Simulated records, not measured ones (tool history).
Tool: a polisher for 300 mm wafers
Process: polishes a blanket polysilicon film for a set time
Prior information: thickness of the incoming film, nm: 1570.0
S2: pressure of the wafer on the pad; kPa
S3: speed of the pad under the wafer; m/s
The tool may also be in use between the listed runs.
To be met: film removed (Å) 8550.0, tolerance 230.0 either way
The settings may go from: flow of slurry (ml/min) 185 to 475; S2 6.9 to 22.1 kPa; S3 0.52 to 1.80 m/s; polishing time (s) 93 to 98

{"run": 1, "hour": 0.0, "flow of slurry (ml/min)": 305, "S2": 14.5, "S3": 1.16, "polishing time (s)": 93, "film removed (Å)": 6388.4}
{"run": 2, "hour": 2.1, "flow of slurry (ml/min)": 305, "S2": 14.5, "S3": 1.16, "polishing time (s)": 98, "film removed (Å)": 6713.9}
{"run": 3, "hour": 9.7, "flow of slurry (ml/min)": 230, "S2": 14.5, "S3": 1.16, "polishing time (s)": 98, "film removed (Å)": 6539.7}
{"run": 4, "hour": 11.1, "flow of slurry (ml/min)": 245, "S2": 15.2, "S3": 1.16, "polishing time (s)": 98, "film removed (Å)": 6909.1}
{"run": 5, "hour": 12.8, "flow of slurry (ml/min)": 245, "S2": 15.2, "S3": 1.16, "polishing time (s)": 98, "film removed (Å)": 6841.8}
{"run": 6, "hour": 14.3, "flow of slurry (ml/min)": 265, "S2": 15.9, "S3": 1.16, "polishing time (s)": 98, "film removed (Å)": 7114.3}
{"run": 7, "hour": 20.8, "flow of slurry (ml/min)": 270, "S2": 16.5, "S3": 1.16, "polishing time (s)": 98, "film removed (Å)": 7358.6}
{"run": 8, "hour": 29.6, "flow of slurry (ml/min)": 275, "S2": 17.2, "S3": 1.16, "polishing time (s)": 98, "film removed (Å)": 7731.7}

5 next moves are on the table. One of them brings every result within its allowed miss. Which?
{"run": "A", "hour": 38.4, "flow of slurry (ml/min)": 270, "S2": 17.9, "S3": 1.16, "polishing time (s)": 98, "film removed (Å)": "?"}
{"run": "B", "hour": 38.4, "flow of slurry (ml/min)": 240, "S2": 16.5, "S3": 1.3, "polishing time (s)": 94, "film removed (Å)": "?"}
{"run": "C", "hour": 38.4, "flow of slurry (ml/min)": 290, "S2": 16.5, "S3": 1.32, "polishing time (s)": 98, "film removed (Å)": "?"}
{"run": "D", "hour": 38.4, "flow of slurry (ml/min)": 220, "S2": 17.9, "S3": 1.2, "polishing time (s)": 98, "film removed (Å)": "?"}
{"run": "E", "hour": 38.4, "flow of slurry (ml/min)": 280, "S2": 12.4, "S3": 1.64, "polishing time (s)": 93, "film removed (Å)": "?"}

move=A film_removed_(Å)=7920.5
move=B film_removed_(Å)=7867.0
move=C film_removed_(Å)=8475.6
move=D film_removed_(Å)=8017.3
move=E film_removed_(Å)=7935.8
A: an improvement on the last run, though not all results are within tolerance
B: an improvement on the last run, though not all results are within tolerance
C: hits every target within its allowed miss
D: an improvement on the last run, though not all results are within tolerance
E: an improvement on the last run, though not all results are within tolerance
Correct choice: C, which meets every target
